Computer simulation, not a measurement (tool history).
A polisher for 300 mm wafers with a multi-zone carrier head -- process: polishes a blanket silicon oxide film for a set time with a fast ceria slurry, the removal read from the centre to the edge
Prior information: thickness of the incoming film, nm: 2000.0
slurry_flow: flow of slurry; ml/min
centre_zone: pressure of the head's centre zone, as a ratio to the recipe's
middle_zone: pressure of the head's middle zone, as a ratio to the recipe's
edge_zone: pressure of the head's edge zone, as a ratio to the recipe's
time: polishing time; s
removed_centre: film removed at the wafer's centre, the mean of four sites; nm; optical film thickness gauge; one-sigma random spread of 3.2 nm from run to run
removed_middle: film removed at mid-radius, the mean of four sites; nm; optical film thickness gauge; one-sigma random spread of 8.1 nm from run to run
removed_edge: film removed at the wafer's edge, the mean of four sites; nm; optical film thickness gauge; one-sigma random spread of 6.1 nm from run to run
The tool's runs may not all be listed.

| run | hour | slurry_flow | centre_zone | middle_zone | edge_zone | time | removed_centre | removed_middle | removed_edge |
|---|---|---|---|---|---|---|---|---|---|
| 1 | 0 | 145 | 1 | 1 | 1 | 46 | 648.79 | 664.72 | 667.32 |
| 2 | 2.4 | 145 | 1 | 1 | 1 | 56 | 792.28 | 799.26 | 799.27 |
| 3 | 8.7 | 140 | 0.97 | 1 | 0.97 | 53 | 725.44 | 745.58 | 735.96 |
| 4 | 11.4 | 125 | 0.97 | 1 | 0.97 | 53 | 711.37 | 746.72 | 738.19 |
| 5 | 14.7 | 125 | 0.94 | 1 | 0.95 | 51 | 658.26 | 691.73 | 694.37 |
| 6 | 20.2 | 125 | 0.94 | 1.06 | 0.95 | 51 | 660.16 | 741.91 | 699.92 |
| 7 | 22.1 | 120 | 0.92 | 1.06 | 0.93 | 49 | 616.91 | 710.6 | 655.25 |
| 8 | 29.4 | 120 | 0.92 | 1.06 | 0.93 | 49 | 618.64 | 715.21 | 657.21 |

Run 9 comes next. What will it give?
|  | 36.2 | worn pad replaced by a new one |
| 9 | 36.2 | 115 | 0.9 | 1.05 | 0.92 | 48 | ? | ? | ? |

{"run 9": {"removed_centre": 629, "removed_middle": 709.44, "removed_edge": 694.69}}
